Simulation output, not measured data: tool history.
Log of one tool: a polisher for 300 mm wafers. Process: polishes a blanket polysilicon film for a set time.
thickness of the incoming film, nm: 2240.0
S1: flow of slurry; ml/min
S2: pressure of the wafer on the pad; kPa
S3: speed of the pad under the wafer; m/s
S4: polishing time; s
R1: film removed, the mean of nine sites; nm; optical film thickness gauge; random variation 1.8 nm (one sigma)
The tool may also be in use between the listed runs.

Run 1, hour 0: S1 205 ml/min, S2 20 kPa, S3 1.08 m/s, S4 46 s. Result: R1 463.23 nm.
Run 2, hour 8: S1 205 ml/min, S2 20 kPa, S3 1.22 m/s, S4 46 s. Result: R1 507.23 nm.
Run 3, hour 11.1: S1 205 ml/min, S2 16.5 kPa, S3 1.22 m/s, S4 46 s. Result: R1 446.08 nm.
Run 4, hour 15.3: S1 205 ml/min, S2 14.5 kPa, S3 1.02 m/s, S4 45 s. Result: R1 336.14 nm.
Run 5, hour 17.8: S1 205 ml/min, S2 14.5 kPa, S3 1.02 m/s, S4 41 s. Result: R1 299.4 nm.
Run 6, hour 22.1: S1 205 ml/min, S2 14.5 kPa, S3 1.26 m/s, S4 41 s. Result: R1 377.51 nm.
Run 7, hour 25.9: S1 200 ml/min, S2 13.1 kPa, S3 1.1 m/s, S4 41 s. Result: R1 297.71 nm.
Run 8, hour 34.4: S1 185 ml/min, S2 11.7 kPa, S3 1.02 m/s, S4 41 s. Result: R1 254.43 nm.
Run 9, hour 37.7: S1 175 ml/min, S2 11 kPa, S3 0.96 m/s, S4 41 s. Result: R1 233.47 nm.
Run 10, hour 44.1: S1 170 ml/min, S2 10.3 kPa, S3 0.9 m/s, S4 41 s. Result: R1 205.28 nm.

Run 11 comes next. What will it give?
Run 11, hour 53: S1 160 ml/min, S2 9.7 kPa, S3 0.88 m/s, S4 41 s. Result: R1 ?.

Run 11 gave R1 194.4 nm.

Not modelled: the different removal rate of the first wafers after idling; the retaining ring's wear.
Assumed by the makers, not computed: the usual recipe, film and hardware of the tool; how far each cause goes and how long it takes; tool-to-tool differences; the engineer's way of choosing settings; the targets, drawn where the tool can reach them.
